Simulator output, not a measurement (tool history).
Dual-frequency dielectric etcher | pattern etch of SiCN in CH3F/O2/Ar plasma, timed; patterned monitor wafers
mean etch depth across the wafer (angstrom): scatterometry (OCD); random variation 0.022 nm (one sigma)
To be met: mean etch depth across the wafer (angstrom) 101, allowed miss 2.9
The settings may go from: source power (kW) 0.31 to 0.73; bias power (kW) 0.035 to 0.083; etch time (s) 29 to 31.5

run  hour  source power (kW)  bias power (kW)  etch time (s)  mean etch depth across the wafer (angstrom)
  1     0               0.52            0.059           31.5                                       133.61
  2   2.6               0.52            0.059             29                                       122.98
  3   3.6               0.46            0.059             29                                       114.99
  4   8.2               0.44            0.058             29                                       112.42
  5  16.9               0.42            0.058             29                                       109.57
  6  20.1               0.42            0.064             29                                       112.33
  7  22.7                0.4            0.063             29                                       108.98
  8  27.9               0.32             0.06             29                                       95.059

5 next moves are on the table. One of them brings every result within its allowed miss. Which?
  A  33.1               0.31            0.062           29.5                                            ?
  B  33.1               0.31            0.055           29.5                                            ?
  C  33.1               0.35             0.06             29                                            ?
  D  33.1               0.32            0.061             29                                            ?
  E  33.1               0.31            0.064             29                                            ?

move  mean etch depth across the wafer (angstrom)
   A                                       96.076
   B                                       93.329
   C                                       100.46
   D                                       95.839
   E                                       95.202
A: nearer than the last run, and not there yet
B: further off than the last run
C: meets every target
D: nearer than the last run, and not there yet
E: as far off as the last run
The right move is C.

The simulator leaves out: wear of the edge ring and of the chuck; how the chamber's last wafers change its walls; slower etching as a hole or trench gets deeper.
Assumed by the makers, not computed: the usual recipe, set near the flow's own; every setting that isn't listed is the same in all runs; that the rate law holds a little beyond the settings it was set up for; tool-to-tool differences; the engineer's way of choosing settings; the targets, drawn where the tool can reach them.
